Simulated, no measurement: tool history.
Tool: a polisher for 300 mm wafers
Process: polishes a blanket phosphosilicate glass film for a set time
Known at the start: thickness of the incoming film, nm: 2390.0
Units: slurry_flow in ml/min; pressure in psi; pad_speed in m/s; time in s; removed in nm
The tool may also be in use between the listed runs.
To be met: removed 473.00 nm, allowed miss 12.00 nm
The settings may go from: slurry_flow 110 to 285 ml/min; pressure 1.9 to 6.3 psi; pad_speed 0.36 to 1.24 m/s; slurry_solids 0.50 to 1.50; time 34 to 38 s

{"run": 1, "day": 0.0, "slurry_flow": 180, "pressure": 4.1, "pad_speed": 0.8, "slurry_solids": 1.0, "time": 38, "removed": 293.15}
{"run": 2, "day": 0.038, "slurry_flow": 180, "pressure": 3.3, "pad_speed": 0.8, "slurry_solids": 1.0, "time": 38, "removed": 236.17}
{"run": 3, "day": 0.1, "slurry_flow": 190, "pressure": 3.8, "pad_speed": 0.8, "slurry_solids": 1.0, "time": 38, "removed": 278.38}
{"run": 4, "day": 0.35, "slurry_flow": 205, "pressure": 4.1, "pad_speed": 0.8, "slurry_solids": 1.0, "time": 38, "removed": 295.95}
{"run": 5, "day": 0.588, "slurry_flow": 205, "pressure": 4.1, "pad_speed": 0.8, "slurry_solids": 1.0, "time": 34, "removed": 266.07}
{"run": 6, "day": 0.896, "slurry_flow": 205, "pressure": 4.6, "pad_speed": 0.8, "slurry_solids": 1.0, "time": 34, "removed": 297.73}
{"run": 7, "day": 0.958, "slurry_flow": 205, "pressure": 5.0, "pad_speed": 0.82, "slurry_solids": 1.0, "time": 34, "removed": 329.14}
{"run": 8, "day": 1.088, "slurry_flow": 205, "pressure": 5.3, "pad_speed": 0.84, "slurry_solids": 1.0, "time": 34, "removed": 351.26}
{"run": 9, "day": 1.392, "slurry_flow": 205, "pressure": 5.5, "pad_speed": 0.86, "slurry_solids": 1.0, "time": 34, "removed": 375.81}
{"run": 10, "day": 1.446, "slurry_flow": 205, "pressure": 5.7, "pad_speed": 0.88, "slurry_solids": 1.0, "time": 34, "removed": 397.12}
{"run": 11, "day": 1.804, "slurry_flow": 205, "pressure": 5.8, "pad_speed": 0.9, "slurry_solids": 1.0, "time": 34, "removed": 404.31}
{"run": 12, "day": 1.892, "slurry_flow": 205, "pressure": 5.9, "pad_speed": 0.92, "slurry_solids": 1.0, "time": 34, "removed": 424.37}

5 next moves are on the table. One of them brings every result within its allowed miss. Which?
{"run": "A", "day": 1.979, "slurry_flow": 190, "pressure": 5.9, "pad_speed": 0.98, "slurry_solids": 1.0, "time": 35, "removed": "?"}
{"run": "B", "day": 1.979, "slurry_flow": 200, "pressure": 5.9, "pad_speed": 0.92, "slurry_solids": 1.05, "time": 37, "removed": "?"}
{"run": "C", "day": 1.979, "slurry_flow": 270, "pressure": 6.1, "pad_speed": 0.92, "slurry_solids": 0.95, "time": 35, "removed": "?"}
{"run": "D", "day": 1.979, "slurry_flow": 235, "pressure": 5.5, "pad_speed": 0.84, "slurry_solids": 0.95, "time": 36, "removed": "?"}
{"run": "E", "day": 1.979, "slurry_flow": 175, "pressure": 6.0, "pad_speed": 1.08, "slurry_solids": 0.75, "time": 37, "removed": "?"}

move=A removed=454.04
move=B removed=471.23
move=C removed=453.33
move=D removed=386.20
move=E removed=441.25
A: nearer than the last run, and not there yet
B: meets every target
C: nearer than the last run, and not there yet
D: further off than the last run
E: nearer than the last run, and not there yet
Answer: B

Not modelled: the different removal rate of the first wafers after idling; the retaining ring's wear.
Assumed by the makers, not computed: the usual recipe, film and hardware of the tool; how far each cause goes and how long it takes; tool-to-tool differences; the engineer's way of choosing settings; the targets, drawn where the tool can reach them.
